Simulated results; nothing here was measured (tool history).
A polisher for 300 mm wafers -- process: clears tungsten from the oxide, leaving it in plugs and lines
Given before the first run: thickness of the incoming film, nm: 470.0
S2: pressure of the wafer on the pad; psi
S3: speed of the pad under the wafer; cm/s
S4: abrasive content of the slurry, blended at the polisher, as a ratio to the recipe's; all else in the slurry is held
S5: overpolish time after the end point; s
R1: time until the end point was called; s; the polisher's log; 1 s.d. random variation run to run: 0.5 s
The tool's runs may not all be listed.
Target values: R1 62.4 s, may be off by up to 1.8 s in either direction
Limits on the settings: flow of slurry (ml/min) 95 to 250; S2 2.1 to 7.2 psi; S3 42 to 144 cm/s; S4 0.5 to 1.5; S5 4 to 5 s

{"run": 1, "hour": 0.0, "flow of slurry (ml/min)": 160, "S2": 4.6, "S3": 92, "S4": 1, "S5": 5, "R1": 90.533}
{"run": 2, "hour": 2.7, "flow of slurry (ml/min)": 160, "S2": 4.6, "S3": 104, "S4": 1, "S5": 5, "R1": 80.644}
{"run": 3, "hour": 4.7, "flow of slurry (ml/min)": 165, "S2": 4.8, "S3": 104, "S4": 1, "S5": 5, "R1": 77.575}
{"run": 4, "hour": 13.0, "flow of slurry (ml/min)": 165, "S2": 4.8, "S3": 114, "S4": 1, "S5": 5, "R1": 70.532}
{"run": 5, "hour": 17.4, "flow of slurry (ml/min)": 165, "S2": 4.8, "S3": 114, "S4": 1.15, "S5": 5, "R1": 69.428}
{"run": 6, "hour": 20.8, "flow of slurry (ml/min)": 165, "S2": 4.1, "S3": 114, "S4": 1.15, "S5": 5, "R1": 80.865}
{"run": 7, "hour": 29.2, "flow of slurry (ml/min)": 165, "S2": 4.1, "S3": 114, "S4": 1.15, "S5": 5, "R1": 79.477}
{"run": 8, "hour": 32.9, "flow of slurry (ml/min)": 170, "S2": 4.3, "S3": 114, "S4": 1.15, "S5": 5, "R1": 75.836}

Pick the move, out of 5, that brings all results within their allowed miss; only one does.
{"run": "A", "hour": 36.6, "flow of slurry (ml/min)": 165, "S2": 3.7, "S3": 114, "S4": 1.15, "S5": 5, "R1": "?"}
{"run": "B", "hour": 36.6, "flow of slurry (ml/min)": 195, "S2": 4.9, "S3": 126, "S4": 1.35, "S5": 5, "R1": "?"}
{"run": "C", "hour": 36.6, "flow of slurry (ml/min)": 220, "S2": 4.7, "S3": 122, "S4": 1.15, "S5": 4, "R1": "?"}
{"run": "D", "hour": 36.6, "flow of slurry (ml/min)": 180, "S2": 4.1, "S3": 138, "S4": 1.1, "S5": 5, "R1": "?"}
{"run": "E", "hour": 36.6, "flow of slurry (ml/min)": 125, "S2": 6.5, "S3": 80, "S4": 1.2, "S5": 5, "R1": "?"}

move=A R1=88.918
move=B R1=58.104
move=C R1=63.282
move=D R1=66.386
move=E R1=76.159
A: further off than the last run
B: moves the result that the last run missed by most past its target, out the other side
C: meets every target
D: an improvement on the last run, though not all results are within tolerance
E: no better and no worse than the last run
Correct choice: C, which meets every target

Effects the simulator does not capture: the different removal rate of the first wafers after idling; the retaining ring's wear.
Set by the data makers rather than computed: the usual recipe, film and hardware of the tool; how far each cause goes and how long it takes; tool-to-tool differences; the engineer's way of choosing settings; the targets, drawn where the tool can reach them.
